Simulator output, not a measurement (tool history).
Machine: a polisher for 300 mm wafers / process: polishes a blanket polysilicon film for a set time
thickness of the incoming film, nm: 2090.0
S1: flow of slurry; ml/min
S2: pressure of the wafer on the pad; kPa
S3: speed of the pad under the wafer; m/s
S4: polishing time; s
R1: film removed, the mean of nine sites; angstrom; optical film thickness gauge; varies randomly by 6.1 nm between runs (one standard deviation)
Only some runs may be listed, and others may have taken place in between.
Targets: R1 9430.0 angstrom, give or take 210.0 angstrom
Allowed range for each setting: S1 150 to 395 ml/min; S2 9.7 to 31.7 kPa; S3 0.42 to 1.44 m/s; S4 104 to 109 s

{"run": 1, "hour": 0.0, "S1": 250, "S2": 20.7, "S3": 0.92, "S4": 104, "R1": 7722.9}
{"run": 2, "hour": 7.2, "S1": 250, "S2": 24.8, "S3": 0.92, "S4": 104, "R1": 9131.1}
{"run": 3, "hour": 8.1, "S1": 250, "S2": 24.8, "S3": 1.12, "S4": 104, "R1": 11142.0}
{"run": 4, "hour": 10.5, "S1": 250, "S2": 24.8, "S3": 1.12, "S4": 109, "R1": 11779.0}
{"run": 5, "hour": 19.3, "S1": 310, "S2": 24.8, "S3": 1.12, "S4": 109, "R1": 11893.0}
{"run": 6, "hour": 24.3, "S1": 310, "S2": 27.6, "S3": 1.12, "S4": 109, "R1": 13249.0}
{"run": 7, "hour": 30.6, "S1": 310, "S2": 26.9, "S3": 1.12, "S4": 109, "R1": 12960.0}
{"run": 8, "hour": 35.5, "S1": 310, "S2": 26.2, "S3": 1.12, "S4": 109, "R1": 12535.0}
{"run": 9, "hour": 38.3, "S1": 310, "S2": 25.5, "S3": 1.12, "S4": 109, "R1": 12203.0}
{"run": 10, "hour": 41.3, "S1": 310, "S2": 24.8, "S3": 1.12, "S4": 109, "R1": 11866.0}
{"run": 11, "hour": 46.8, "S1": 265, "S2": 19.3, "S3": 1.12, "S4": 109, "R1": 9215.1}

Below are 4 possible settings for the next run. Only one of them brings all results inside the allowed miss of their targets. Which is it?
{"run": "A", "hour": 52.3, "S1": 245, "S2": 17.2, "S3": 1.36, "S4": 109, "R1": "?"}
{"run": "B", "hour": 52.3, "S1": 285, "S2": 21.4, "S3": 1.1, "S4": 109, "R1": "?"}
{"run": "C", "hour": 52.3, "S1": 270, "S2": 19.3, "S3": 1.08, "S4": 109, "R1": "?"}
{"run": "D", "hour": 52.3, "S1": 300, "S2": 19.3, "S3": 1.2, "S4": 104, "R1": "?"}

move=A R1=9905.8
move=B R1=10034.0
move=C R1=8892.7
move=D R1=9479.4
A: takes the biggest miss from the last run beyond its target
B: takes the biggest miss from the last run beyond its target
C: further off than the last run
D: all results in spec
D is the move that brings every result within its allowed miss.
